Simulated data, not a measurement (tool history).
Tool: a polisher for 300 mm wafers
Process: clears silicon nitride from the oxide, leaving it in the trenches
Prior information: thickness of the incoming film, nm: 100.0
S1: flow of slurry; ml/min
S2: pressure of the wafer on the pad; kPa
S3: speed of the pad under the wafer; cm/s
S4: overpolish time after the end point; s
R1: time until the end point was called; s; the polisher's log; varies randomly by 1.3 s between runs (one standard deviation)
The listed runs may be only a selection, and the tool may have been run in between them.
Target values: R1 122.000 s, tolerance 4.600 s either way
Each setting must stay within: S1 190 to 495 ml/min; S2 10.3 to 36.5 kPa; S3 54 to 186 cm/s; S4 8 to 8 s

Run 1, day 0.000: S1 320 ml/min, S2 23.4 kPa, S3 118 cm/s, S4 8 s. Result: R1 82.060 s.
Run 2, day 0.354: S1 320 ml/min, S2 21.4 kPa, S3 118 cm/s, S4 8 s. Result: R1 87.638 s.
Run 3, day 0.700: S1 255 ml/min, S2 21.4 kPa, S3 118 cm/s, S4 8 s. Result: R1 90.467 s.
Run 4, day 0.833: S1 255 ml/min, S2 19.3 kPa, S3 118 cm/s, S4 8 s. Result: R1 100.800 s.
Run 5, day 1.017: S1 255 ml/min, S2 17.9 kPa, S3 118 cm/s, S4 8 s. Result: R1 108.110 s.
Run 6, day 1.292: S1 255 ml/min, S2 22.8 kPa, S3 118 cm/s, S4 8 s. Result: R1 85.890 s.
Run 7, day 1.475: S1 255 ml/min, S2 20.7 kPa, S3 118 cm/s, S4 8 s. Result: R1 94.055 s.
Run 8, day 1.575: S1 255 ml/min, S2 19.3 kPa, S3 118 cm/s, S4 8 s. Result: R1 100.630 s.
Run 9, day 1.688: S1 255 ml/min, S2 17.9 kPa, S3 118 cm/s, S4 8 s. Result: R1 106.040 s.
Run 10, day 1.738: S1 255 ml/min, S2 17.2 kPa, S3 118 cm/s, S4 8 s. Result: R1 112.920 s.
Run 11, day 1.804: S1 255 ml/min, S2 16.5 kPa, S3 118 cm/s, S4 8 s. Result: R1 114.130 s.

Of the 5 settings listed for the next run, only one would bring every result within its allowed miss of target. Which one?
Run A, day 1.871: S1 290 ml/min, S2 13.1 kPa, S3 126 cm/s, S4 8 s. Result: R1 ?.
Run B, day 1.871: S1 270 ml/min, S2 15.9 kPa, S3 116 cm/s, S4 8 s. Result: R1 ?.
Run C, day 1.871: S1 275 ml/min, S2 14.5 kPa, S3 116 cm/s, S4 8 s. Result: R1 ?.
Run D, day 1.871: S1 345 ml/min, S2 15.9 kPa, S3 122 cm/s, S4 8 s. Result: R1 ?.
Run E, day 1.871: S1 200 ml/min, S2 15.2 kPa, S3 116 cm/s, S4 8 s. Result: R1 ?.

move       R1
   A  134.720
   B  122.640
   C  133.490
   D  114.020
   E  133.270
A: the result that was furthest off in the last run now lies on the other side of its target
B: all results in spec
C: the result that was furthest off in the last run now lies on the other side of its target
D: roughly where the last run was
E: the result that was furthest off in the last run now lies on the other side of its target
B meets every target.

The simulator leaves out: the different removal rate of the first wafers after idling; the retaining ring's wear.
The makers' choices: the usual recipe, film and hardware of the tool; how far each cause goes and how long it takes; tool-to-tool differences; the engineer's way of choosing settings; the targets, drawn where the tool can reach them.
